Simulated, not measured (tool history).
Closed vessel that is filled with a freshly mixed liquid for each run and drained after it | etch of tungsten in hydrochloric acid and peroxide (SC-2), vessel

run,hour,temperature setpoint of the liquid (°C),parts of water to one part each of 37 % hydrochloric acid and 30 % peroxide (parts by volume),time in the liquid (s),thickness taken off the tungsten on a monitor wafer (Å)
1,0.0,46.0,11.5,905,901.16
2,7.9,39.0,11.5,905,560.94
3,8.9,39.0,15.0,905,436.25
4,14.9,45.5,15.0,905,704.23
5,19.5,48.0,15.0,905,821.18
6,25.5,50.0,15.0,905,935.08

The next listed run, before its measurement:
7,29.6,51.5,15.0,905,?

{"run 7": {"thickness taken off the tungsten on a monitor wafer (Å)": 1042.2}}
